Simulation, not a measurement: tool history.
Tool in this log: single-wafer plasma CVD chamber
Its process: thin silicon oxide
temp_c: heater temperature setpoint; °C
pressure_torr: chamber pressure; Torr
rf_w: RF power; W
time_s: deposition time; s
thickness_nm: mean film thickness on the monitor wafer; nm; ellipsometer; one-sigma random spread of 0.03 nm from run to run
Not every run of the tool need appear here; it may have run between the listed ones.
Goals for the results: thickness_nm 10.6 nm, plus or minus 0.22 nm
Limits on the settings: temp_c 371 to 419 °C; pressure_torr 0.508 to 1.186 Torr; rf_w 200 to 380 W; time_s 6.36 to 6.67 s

| run | hour | temp_c | pressure_torr | rf_w | time_s | thickness_nm |
|---|---|---|---|---|---|---|
| 1 | 0 | 395 | 0.847 | 290 | 6.67 | 12.198 |
| 2 | 1 | 395 | 0.847 | 270 | 6.67 | 11.793 |
| 3 | 4.1 | 395 | 0.819 | 270 | 6.67 | 11.483 |
| 4 | 7.8 | 395 | 0.797 | 270 | 6.67 | 11.25 |
| 5 | 12.8 | 395 | 0.894 | 270 | 6.67 | 12.256 |
| 6 | 19.4 | 395 | 0.849 | 270 | 6.67 | 11.706 |
| 7 | 27.2 | 395 | 0.818 | 270 | 6.67 | 11.469 |
| 8 | 33.1 | 395 | 0.794 | 270 | 6.67 | 11.214 |
| 9 | 34.5 | 395 | 0.777 | 270 | 6.67 | 10.97 |
| 10 | 39.5 | 395 | 0.767 | 270 | 6.67 | 10.871 |

Of the 4 settings listed for the next run, only one would bring every result within its allowed miss of target. Which one?
| A | 44.5 | 409 | 0.801 | 280 | 6.56 | ? |
| B | 44.5 | 387 | 0.791 | 260 | 6.67 | ? |
| C | 44.5 | 395 | 0.773 | 285 | 6.36 | ? |
| D | 44.5 | 413 | 0.836 | 275 | 6.45 | ? |

| move | thickness_nm |
|---|---|
| A | 11.158 |
| B | 10.995 |
| C | 10.68 |
| D | 11.23 |
A: further off than the last run
B: further off than the last run
C: each result inside its tolerance
D: further off than the last run
Move C is the one to make.

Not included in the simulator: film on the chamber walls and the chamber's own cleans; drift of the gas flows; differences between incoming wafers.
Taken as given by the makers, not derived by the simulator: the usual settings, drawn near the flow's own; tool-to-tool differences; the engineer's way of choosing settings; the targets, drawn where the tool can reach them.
